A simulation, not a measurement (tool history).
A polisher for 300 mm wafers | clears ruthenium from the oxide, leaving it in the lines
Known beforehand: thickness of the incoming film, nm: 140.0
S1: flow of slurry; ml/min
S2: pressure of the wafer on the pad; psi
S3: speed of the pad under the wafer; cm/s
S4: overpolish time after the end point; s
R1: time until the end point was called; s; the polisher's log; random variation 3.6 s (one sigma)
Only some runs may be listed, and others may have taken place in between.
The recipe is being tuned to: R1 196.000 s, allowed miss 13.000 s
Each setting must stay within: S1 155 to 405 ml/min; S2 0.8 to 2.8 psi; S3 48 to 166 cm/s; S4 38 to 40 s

run,hour,S1,S2,S3,S4,R1
1,0.0,260,1.8,106,38,107.560
2,5.4,260,1.8,94,38,121.660
3,7.7,260,1.8,118,38,98.666
4,14.9,260,1.6,114,38,114.810
5,20.8,260,1.5,112,38,124.340
6,27.4,225,1.5,112,38,124.140
7,31.0,225,1.4,110,38,135.050
8,33.4,225,1.3,110,38,142.740
9,36.3,225,1.2,108,38,156.330
10,44.6,225,1.1,108,38,168.260

Which one of the following 4 next-run settings gets every result inside its allowed miss? There is exactly one.
A,52.9,245,0.9,108,38,?
B,52.9,220,1.2,108,40,?
C,52.9,245,1.1,116,40,?
D,52.9,260,1.2,116,40,?

move,R1
A,190.790
B,153.060
C,151.680
D,140.340
A: all results land within tolerance of their targets
B: its largest miss is bigger than the last run's
C: its largest miss is bigger than the last run's
D: its largest miss is bigger than the last run's
The move that meets every target is A.
